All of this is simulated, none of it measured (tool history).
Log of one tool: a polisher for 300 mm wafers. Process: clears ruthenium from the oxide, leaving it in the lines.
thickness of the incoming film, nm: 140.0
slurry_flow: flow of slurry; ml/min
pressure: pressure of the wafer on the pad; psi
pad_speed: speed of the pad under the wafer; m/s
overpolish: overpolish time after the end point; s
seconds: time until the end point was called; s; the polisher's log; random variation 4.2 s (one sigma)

run	day	slurry_flow	pressure	pad_speed	overpolish	seconds
1	0	155	2.6	0.88	42	117.71
2	0.142	155	2.3	0.84	42	145.26
3	0.242	155	2	0.84	42	161.93
4	0.588	155	1.6	0.84	42	201.69
5	0.833	155	1.5	0.84	42	219.56
6	1.088	155	1.5	0.84	42	206.79
7	1.183	155	1.4	0.84	42	222.97

The next listed run, before its measurement:
8	1.442	155	1.4	0.84	42	?

{"run 8": {"seconds": 223.89}}

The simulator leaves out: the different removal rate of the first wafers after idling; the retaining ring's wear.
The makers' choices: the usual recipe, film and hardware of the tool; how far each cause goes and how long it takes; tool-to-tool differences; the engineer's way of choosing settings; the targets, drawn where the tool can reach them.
